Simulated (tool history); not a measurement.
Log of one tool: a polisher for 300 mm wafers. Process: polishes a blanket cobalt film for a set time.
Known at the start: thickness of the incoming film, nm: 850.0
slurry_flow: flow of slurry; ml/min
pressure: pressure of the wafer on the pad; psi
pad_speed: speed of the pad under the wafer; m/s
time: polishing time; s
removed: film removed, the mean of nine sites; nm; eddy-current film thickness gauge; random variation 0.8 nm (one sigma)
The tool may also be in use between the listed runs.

run,hour,slurry_flow,pressure,pad_speed,time,removed
1,0,125,2,0.9,51,196.85
2,0.9,125,1.8,0.9,51,181.87
3,9.8,120,1.6,0.88,51,162.4
4,11.4,140,1.6,0.88,51,166.46
5,16.9,140,1.6,0.88,51,166.68
6,18.9,130,1.4,0.86,51,146.58
7,21.3,125,1.3,0.86,51,135.46

The next listed run, before its measurement:
8,27.6,115,1.2,0.86,51,?

Run 8 gave removed 126.64 nm.

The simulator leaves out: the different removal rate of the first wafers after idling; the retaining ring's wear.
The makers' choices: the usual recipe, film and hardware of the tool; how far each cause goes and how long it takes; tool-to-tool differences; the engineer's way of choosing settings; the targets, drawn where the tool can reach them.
